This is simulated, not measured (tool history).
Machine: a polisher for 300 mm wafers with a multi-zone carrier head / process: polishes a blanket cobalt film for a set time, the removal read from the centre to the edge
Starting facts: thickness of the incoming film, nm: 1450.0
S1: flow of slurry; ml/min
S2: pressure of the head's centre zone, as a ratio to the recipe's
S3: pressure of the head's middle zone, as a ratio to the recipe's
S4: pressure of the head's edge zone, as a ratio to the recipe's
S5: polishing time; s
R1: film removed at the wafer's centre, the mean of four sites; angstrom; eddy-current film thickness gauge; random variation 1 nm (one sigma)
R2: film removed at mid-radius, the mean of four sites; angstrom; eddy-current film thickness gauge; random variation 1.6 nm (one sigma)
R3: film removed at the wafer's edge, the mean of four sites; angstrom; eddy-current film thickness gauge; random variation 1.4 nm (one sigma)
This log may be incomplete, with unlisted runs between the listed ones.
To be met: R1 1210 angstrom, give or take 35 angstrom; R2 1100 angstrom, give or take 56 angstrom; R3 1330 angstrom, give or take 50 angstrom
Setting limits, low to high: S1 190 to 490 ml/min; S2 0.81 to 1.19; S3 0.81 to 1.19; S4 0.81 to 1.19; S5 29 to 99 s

| run | hour | S1 | S2 | S3 | S4 | S5 | R1 | R2 | R3 |
|---|---|---|---|---|---|---|---|---|---|
| 1 | 0 | 315 | 1 | 1 | 1 | 64 | 1893.4 | 1856.3 | 1955.4 |
| 2 | 5.9 | 315 | 1 | 1.04 | 1 | 64 | 1930.8 | 1921.1 | 1942.6 |
| 3 | 9.3 | 310 | 1 | 1 | 0.99 | 60 | 1763.9 | 1744.9 | 1799.3 |
| 4 | 15.6 | 305 | 1 | 0.97 | 1 | 56 | 1666.3 | 1555.6 | 1687.7 |
| 5 | 23.1 | 300 | 0.98 | 0.94 | 0.99 | 54 | 1581.8 | 1463.9 | 1620.8 |
| 6 | 29.4 | 295 | 0.96 | 0.92 | 0.98 | 52 | 1515.7 | 1408.6 | 1584.8 |
| 7 | 35 | 290 | 0.95 | 0.91 | 0.98 | 50 | 1410.6 | 1356.2 | 1499 |
| 8 | 35.8 | 285 | 0.95 | 0.89 | 0.98 | 49 | 1396.3 | 1304.1 | 1474.7 |
| 9 | 38.7 | 265 | 0.89 | 0.81 | 0.95 | 42 | 1158.1 | 998.04 | 1253.9 |
| 10 | 43.4 | 275 | 0.89 | 0.82 | 0.96 | 42 | 1133 | 1026.1 | 1250.9 |
| 11 | 45.8 | 275 | 0.9 | 0.82 | 0.97 | 42 | 1154.2 | 1022.8 | 1268.4 |
| 12 | 51.5 | 275 | 0.91 | 0.83 | 0.98 | 42 | 1150.4 | 1044.4 | 1248.3 |
| 13 | 57.6 | 280 | 0.91 | 0.83 | 0.97 | 42 | 1168.6 | 1029.1 | 1248 |
| 14 | 66.4 | 275 | 0.91 | 0.83 | 0.97 | 42 | 1154.1 | 1053.9 | 1242.2 |

Exactly one of the 4 candidate moves below puts every result within its allowed miss. Which one?
| A | 75.2 | 290 | 1.14 | 0.92 | 0.91 | 38 | ? | ? | ? |
| B | 75.2 | 250 | 1.06 | 0.9 | 0.96 | 38 | ? | ? | ? |
| C | 75.2 | 310 | 0.99 | 0.81 | 0.92 | 40 | ? | ? | ? |
| D | 75.2 | 270 | 0.9 | 0.83 | 1 | 44 | ? | ? | ? |

| move | R1 | R2 | R3 |
|---|---|---|---|
| A | 1229.5 | 1034.5 | 1090.6 |
| B | 1157.8 | 1006.4 | 1110.4 |
| C | 1181.6 | 985.13 | 1159.2 |
| D | 1210.6 | 1096.1 | 1317.4 |
A: lands further from the targets than the last run did
B: lands further from the targets than the last run did
C: lands further from the targets than the last run did
D: each result inside its tolerance
Correct choice: D, which meets every target

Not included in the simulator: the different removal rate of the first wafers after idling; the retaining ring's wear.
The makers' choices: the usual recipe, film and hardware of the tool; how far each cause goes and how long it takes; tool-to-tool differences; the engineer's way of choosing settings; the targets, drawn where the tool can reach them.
